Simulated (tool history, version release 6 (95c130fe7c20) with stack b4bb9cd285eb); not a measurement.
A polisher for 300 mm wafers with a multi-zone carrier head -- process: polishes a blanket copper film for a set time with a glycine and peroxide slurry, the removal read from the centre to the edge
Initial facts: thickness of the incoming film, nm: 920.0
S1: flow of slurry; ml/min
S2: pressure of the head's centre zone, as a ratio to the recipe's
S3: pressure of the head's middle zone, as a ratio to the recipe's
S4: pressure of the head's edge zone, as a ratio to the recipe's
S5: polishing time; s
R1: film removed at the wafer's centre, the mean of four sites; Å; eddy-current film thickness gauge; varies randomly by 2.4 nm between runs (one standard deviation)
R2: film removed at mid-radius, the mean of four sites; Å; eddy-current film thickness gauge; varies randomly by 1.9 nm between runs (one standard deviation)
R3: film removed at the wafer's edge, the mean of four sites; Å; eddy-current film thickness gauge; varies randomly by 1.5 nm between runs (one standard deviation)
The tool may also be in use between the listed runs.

run 1 hour=0 | S1=250 S2=1 S3=1 S4=1 S5=46 | R1=3285.1 R2=3357.4 R3=3294.3
run 2 hour=3.8 | S1=245 S2=1.03 S3=0.98 S4=0.96 S5=40 | R1=2951.2 R2=2817 R3=2774.8
run 3 hour=5.5 | S1=240 S2=1.04 S3=0.96 S4=0.93 S5=36 | R1=2637 R2=2561.7 R3=2470.6
run 4 hour=13.2 | S1=240 S2=1.04 S3=0.92 S4=0.93 S5=36 | R1=2662.6 R2=2421.2 R3=2509.8
run 5 hour=21.2 | S1=240 S2=1.06 S3=0.91 S4=0.91 S5=33 | R1=2492.2 R2=2190.9 R3=2268.6
run 6 hour=26.6 | S1=240 S2=1.06 S3=0.91 S4=0.91 S5=25 | R1=1879.4 R2=1664.2 R3=1680.4
run 7 hour=32.1 | S1=245 S2=1.08 S3=0.91 S4=0.91 S5=25 | R1=1886.1 R2=1697.8 R3=1689.9

What will run 8 give?
run 8 hour=34.8 | S1=245 S2=1.1 S3=0.9 S4=0.9 S5=25 | R1=? R2=? R3=?

Run 8 yielded R1 1954.3 Å, R2 1657.9 Å, R3 1700.8 Å.
